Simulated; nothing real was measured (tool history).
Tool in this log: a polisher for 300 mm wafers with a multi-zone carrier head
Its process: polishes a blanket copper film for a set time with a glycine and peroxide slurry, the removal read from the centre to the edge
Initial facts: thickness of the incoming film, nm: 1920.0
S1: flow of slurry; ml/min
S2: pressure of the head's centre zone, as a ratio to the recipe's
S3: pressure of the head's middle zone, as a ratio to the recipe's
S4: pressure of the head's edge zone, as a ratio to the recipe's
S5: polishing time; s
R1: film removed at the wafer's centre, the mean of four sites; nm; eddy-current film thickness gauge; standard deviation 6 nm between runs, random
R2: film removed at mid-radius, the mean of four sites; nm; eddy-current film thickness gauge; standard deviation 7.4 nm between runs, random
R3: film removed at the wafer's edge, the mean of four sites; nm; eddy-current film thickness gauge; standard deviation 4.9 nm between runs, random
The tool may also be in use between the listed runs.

run  hour   S1    S2    S3    S4  S5      R1      R2      R3
  1     0  290     1     1     1  82  371.21   378.2  360.93
  2   2.5  295  1.02  1.03  1.01  85     389  390.08   386.1
  3   3.1  295  1.03  1.04  0.97  89  411.53  408.83  385.78
  4   3.8  295  1.03  0.98  0.97  89  411.52  392.98  388.87
  5  12.3  295  1.09  0.98  0.97  89  437.25  395.07  394.66
  6  19.7  295  1.09  1.02  0.97  89   436.8  403.68  394.33
  7  27.7  295  1.09  1.05  0.96  92  452.53  436.79  409.09
  8  33.5  295   1.1  1.08  0.96  93  453.89  439.83  403.82

Run 9, settings as shown, results not yet in. Your forecast:
  9  37.6  295  1.1  1.1  0.96  95   ?   ?   ?

R1: 478.64 nm
R2: 461.96 nm
R3: 423.17 nm
